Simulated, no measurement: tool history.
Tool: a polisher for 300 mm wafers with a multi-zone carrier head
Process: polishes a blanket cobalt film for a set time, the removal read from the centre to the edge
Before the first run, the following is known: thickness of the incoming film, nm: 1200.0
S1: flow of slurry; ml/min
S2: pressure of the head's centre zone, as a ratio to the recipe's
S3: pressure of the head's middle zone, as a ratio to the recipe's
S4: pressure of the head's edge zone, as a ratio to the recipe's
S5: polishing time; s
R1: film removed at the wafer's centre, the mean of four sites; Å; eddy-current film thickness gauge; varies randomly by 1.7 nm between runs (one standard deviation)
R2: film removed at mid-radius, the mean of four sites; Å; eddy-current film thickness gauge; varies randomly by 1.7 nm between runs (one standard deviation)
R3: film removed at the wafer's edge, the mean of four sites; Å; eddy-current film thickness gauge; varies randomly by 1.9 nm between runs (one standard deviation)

| run | hour | S1 | S2 | S3 | S4 | S5 | R1 | R2 | R3 |
|---|---|---|---|---|---|---|---|---|---|
| 1 | 0 | 155 | 1 | 1 | 1 | 78 | 3042.9 | 2896.4 | 2927 |
| 2 | 3.7 | 150 | 1 | 0.97 | 0.95 | 72 | 2740.3 | 2624.9 | 2632.3 |
| 3 | 5.1 | 150 | 1 | 0.97 | 0.95 | 88 | 3390.1 | 3188.7 | 3221.7 |
| 4 | 10.9 | 150 | 1 | 1.02 | 0.95 | 88 | 3358.8 | 3333.2 | 3199 |
| 5 | 14.9 | 150 | 1 | 1.02 | 0.91 | 88 | 3363.7 | 3350.2 | 3105.5 |
| 6 | 21.6 | 150 | 1.01 | 0.97 | 0.89 | 79 | 3043.2 | 2837.9 | 2762.5 |
| 7 | 30.4 | 135 | 1.02 | 0.89 | 0.81 | 57 | 2185.8 | 1892.9 | 1894 |
| 8 | 33.3 | 150 | 1.02 | 0.89 | 0.83 | 57 | 2235.6 | 1939.7 | 1964.1 |
| 9 | 35.7 | 160 | 1.02 | 0.89 | 0.84 | 57 | 2239.1 | 1933.9 | 1997.1 |

What will run 10 give?
| 10 | 36.2 | 170 | 1.03 | 0.9 | 0.84 | 57 | ? | ? | ? |

Run 10 yielded R1 2284.5 Å, R2 1989.9 Å, R3 2040.5 Å.

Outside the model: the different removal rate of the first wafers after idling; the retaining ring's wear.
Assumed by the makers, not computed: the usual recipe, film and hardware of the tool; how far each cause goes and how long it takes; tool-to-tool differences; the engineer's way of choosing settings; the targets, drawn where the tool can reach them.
